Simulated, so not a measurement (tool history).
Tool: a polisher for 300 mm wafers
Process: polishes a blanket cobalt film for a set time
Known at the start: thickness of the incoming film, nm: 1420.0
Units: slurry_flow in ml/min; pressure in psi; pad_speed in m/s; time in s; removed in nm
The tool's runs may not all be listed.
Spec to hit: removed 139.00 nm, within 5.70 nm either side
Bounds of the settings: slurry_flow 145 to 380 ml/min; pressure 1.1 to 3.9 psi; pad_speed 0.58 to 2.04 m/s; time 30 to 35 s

run  hour  slurry_flow  pressure  pad_speed  time  removed
  1   0.0          245       2.5       1.30    35   234.35
  2   4.4          245       2.5       1.30    35   237.63
  3   6.2          245       2.5       1.42    35   252.45
  4  10.9          210       2.5       1.42    35   253.55
  5  13.3          210       2.2       1.42    35   221.84
  6  18.8          210       2.2       1.42    35   219.49
  7  19.7          210       2.0       1.42    35   202.48
  8  27.9          210       1.8       1.42    35   181.34
  9  35.5          210       1.7       1.42    35   170.93
 10  41.6          210       1.2       1.40    35   119.51
 11  42.1          210       1.5       1.40    35   151.91

4 candidate next runs follow, results not yet known. Just one meets every target within its allowed miss. Identify it.
  A  42.6          205       1.6       1.48    33        ?
  B  42.6          190       1.6       1.50    34        ?
  C  42.6          205       1.4       1.66    34        ?
  D  42.6          240       1.6       1.42    30        ?

move  removed
   A   156.76
   B   161.70
   C   157.12
   D   140.20
A: its largest miss is bigger than the last run's
B: its largest miss is bigger than the last run's
C: its largest miss is bigger than the last run's
D: meets every target
Correct choice: D, which meets every target

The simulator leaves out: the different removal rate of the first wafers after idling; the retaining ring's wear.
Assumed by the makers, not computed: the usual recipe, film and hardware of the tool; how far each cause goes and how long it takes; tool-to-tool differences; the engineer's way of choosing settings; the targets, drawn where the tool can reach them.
